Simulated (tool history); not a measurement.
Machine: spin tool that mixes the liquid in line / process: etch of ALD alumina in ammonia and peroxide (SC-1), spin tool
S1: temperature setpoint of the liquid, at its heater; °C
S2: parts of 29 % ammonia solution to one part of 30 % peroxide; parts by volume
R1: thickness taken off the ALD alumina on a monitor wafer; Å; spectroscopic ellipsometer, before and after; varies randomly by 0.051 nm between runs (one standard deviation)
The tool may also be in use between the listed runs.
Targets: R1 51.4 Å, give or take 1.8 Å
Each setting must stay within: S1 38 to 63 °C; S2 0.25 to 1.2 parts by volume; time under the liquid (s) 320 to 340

{"run": 1, "day": 0.0, "S1": 47, "S2": 0.95, "time under the liquid (s)": 320, "R1": 87.697}
{"run": 2, "day": 0.358, "S1": 46, "S2": 0.9, "time under the liquid (s)": 320, "R1": 84.432}
{"run": 3, "day": 0.492, "S1": 45, "S2": 0.85, "time under the liquid (s)": 320, "R1": 77.394}
{"run": 4, "day": 0.521, "S1": 44, "S2": 0.85, "time under the liquid (s)": 320, "R1": 73.038}
{"run": 5, "day": 0.712, "S1": 44, "S2": 1.05, "time under the liquid (s)": 320, "R1": 76.398}
{"run": 6, "day": 1.008, "S1": 47, "S2": 1.05, "time under the liquid (s)": 320, "R1": 88.541}
{"run": 7, "day": 1.367, "S1": 46, "S2": 1, "time under the liquid (s)": 320, "R1": 84.273}
{"run": 8, "day": 1.733, "S1": 45, "S2": 0.95, "time under the liquid (s)": 320, "R1": 79.927}
{"run": 9, "day": 1.846, "S1": 44, "S2": 0.9, "time under the liquid (s)": 320, "R1": 75.155}

5 next moves are on the table. One of them brings every result within its allowed miss. Which?
{"run": "A", "day": 1.958, "S1": 54.5, "S2": 0.6, "time under the liquid (s)": 340, "R1": "?"}
{"run": "B", "day": 1.958, "S1": 41, "S2": 0.95, "time under the liquid (s)": 320, "R1": "?"}
{"run": "C", "day": 1.958, "S1": 53, "S2": 0.55, "time under the liquid (s)": 340, "R1": "?"}
{"run": "D", "day": 1.958, "S1": 50.5, "S2": 0.95, "time under the liquid (s)": 340, "R1": "?"}
{"run": "E", "day": 1.958, "S1": 38, "S2": 0.8, "time under the liquid (s)": 320, "R1": "?"}

move=A R1=138.6
move=B R1=64.096
move=C R1=126.85
move=D R1=116.63
move=E R1=52.792
A: lands further from the targets than the last run did
B: closer than the last run, but not yet in spec
C: lands further from the targets than the last run did
D: lands further from the targets than the last run did
E: all results in spec
Correct choice: E, which meets every target
